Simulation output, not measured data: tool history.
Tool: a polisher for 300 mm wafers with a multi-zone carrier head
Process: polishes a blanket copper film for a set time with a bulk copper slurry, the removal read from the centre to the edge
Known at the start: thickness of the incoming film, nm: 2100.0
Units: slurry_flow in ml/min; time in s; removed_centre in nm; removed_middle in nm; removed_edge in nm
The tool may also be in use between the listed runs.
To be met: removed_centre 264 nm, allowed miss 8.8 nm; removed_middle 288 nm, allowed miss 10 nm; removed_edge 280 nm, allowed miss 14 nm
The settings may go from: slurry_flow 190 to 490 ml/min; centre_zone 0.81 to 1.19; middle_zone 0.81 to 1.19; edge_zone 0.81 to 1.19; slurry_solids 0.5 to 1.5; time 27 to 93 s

run 1 hour=0 | slurry_flow=315 centre_zone=1 middle_zone=1 edge_zone=1 slurry_solids=1 time=59 | removed_centre=338.13 removed_middle=355.11 removed_edge=358.18
run 2 hour=7.2 | slurry_flow=315 centre_zone=1.05 middle_zone=1 edge_zone=1 slurry_solids=1 time=59 | removed_centre=359.54 removed_middle=355.86 removed_edge=352.99
run 3 hour=9.5 | slurry_flow=315 centre_zone=1.05 middle_zone=0.93 edge_zone=1 slurry_solids=1 time=59 | removed_centre=351.14 removed_middle=335.95 removed_edge=346.68
run 4 hour=12.2 | slurry_flow=315 centre_zone=1.02 middle_zone=0.93 edge_zone=0.96 slurry_solids=0.85 time=58 | removed_centre=326.44 removed_middle=323.63 removed_edge=334.42
run 5 hour=19.2 | slurry_flow=345 centre_zone=1.02 middle_zone=0.93 edge_zone=0.96 slurry_solids=0.85 time=58 | removed_centre=333.2 removed_middle=323.16 removed_edge=340.37
-- hour=20.1 centre zone pressure recalibrated
run 6 hour=20.1 | slurry_flow=345 centre_zone=0.98 middle_zone=0.93 edge_zone=0.96 slurry_solids=0.85 time=58 | removed_centre=346.45 removed_middle=324.57 removed_edge=333.45
run 7 hour=22.2 | slurry_flow=320 centre_zone=0.97 middle_zone=0.94 edge_zone=0.93 slurry_solids=0.75 time=57 | removed_centre=322.64 removed_middle=306.13 removed_edge=311.94
run 8 hour=24.8 | slurry_flow=290 centre_zone=0.96 middle_zone=0.98 edge_zone=0.96 slurry_solids=0.7 time=56 | removed_centre=306.31 removed_middle=311.17 removed_edge=311.8
run 9 hour=33 | slurry_flow=290 centre_zone=0.96 middle_zone=0.98 edge_zone=0.96 slurry_solids=0.7 time=56 | removed_centre=307.07 removed_middle=309.76 removed_edge=311.23

Which of these 4 next moves meets every target?
run A hour=41.2 | slurry_flow=235 centre_zone=0.93 middle_zone=0.92 edge_zone=1.05 slurry_solids=0.6 time=57 | removed_centre=? removed_middle=? removed_edge=?
run B hour=41.2 | slurry_flow=245 centre_zone=0.92 middle_zone=1.02 edge_zone=1.01 slurry_solids=0.95 time=49 | removed_centre=? removed_middle=? removed_edge=?
run C hour=41.2 | slurry_flow=325 centre_zone=1 middle_zone=1.01 edge_zone=0.81 slurry_solids=0.65 time=46 | removed_centre=? removed_middle=? removed_edge=?
run D hour=41.2 | slurry_flow=415 centre_zone=1.01 middle_zone=1.07 edge_zone=0.81 slurry_solids=0.8 time=45 | removed_centre=? removed_middle=? removed_edge=?

move=A removed_centre=285.2 removed_middle=287.66 removed_edge=308.65
move=B removed_centre=260.79 removed_middle=289.63 removed_edge=281.2
move=C removed_centre=261.39 removed_middle=263.71 removed_edge=242.78
move=D removed_centre=272.18 removed_middle=284.78 removed_edge=248.25
A: nearer than the last run, and not there yet
B: meets every target
C: brings the result that was furthest off to its target, and leaves another outside
D: brings the result that was furthest off to its target, and leaves another outside
Answer: B
